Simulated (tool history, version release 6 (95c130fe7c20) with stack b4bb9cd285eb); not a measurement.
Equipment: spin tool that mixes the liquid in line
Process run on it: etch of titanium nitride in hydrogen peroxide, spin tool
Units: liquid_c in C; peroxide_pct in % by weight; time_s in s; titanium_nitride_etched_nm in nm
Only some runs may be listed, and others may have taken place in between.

Run 1, hour 0.0: liquid_c 55.0 C, peroxide_pct 20.5 % by weight, time_s 80 s. Result: titanium_nitride_etched_nm 2.7993 nm.
Run 2, hour 6.0: liquid_c 56.0 C, peroxide_pct 20.5 % by weight, time_s 80 s. Result: titanium_nitride_etched_nm 2.9983 nm.
Run 3, hour 8.7: liquid_c 56.0 C, peroxide_pct 20.5 % by weight, time_s 55 s. Result: titanium_nitride_etched_nm 2.0715 nm.
Run 4, hour 12.7: liquid_c 59.0 C, peroxide_pct 20.5 % by weight, time_s 55 s. Result: titanium_nitride_etched_nm 2.5592 nm.
Run 5, hour 19.6: liquid_c 54.0 C, peroxide_pct 20.5 % by weight, time_s 55 s. Result: titanium_nitride_etched_nm 1.7919 nm.
Run 6, hour 21.1: liquid_c 57.0 C, peroxide_pct 20.5 % by weight, time_s 55 s. Result: titanium_nitride_etched_nm 2.2143 nm.

Expected results for the next run?
Run 7, hour 21.6: liquid_c 59.5 C, peroxide_pct 20.5 % by weight, time_s 55 s. Result: titanium_nitride_etched_nm ?.

For run 7 the tool returned titanium_nitride_etched_nm 2.6538 nm.
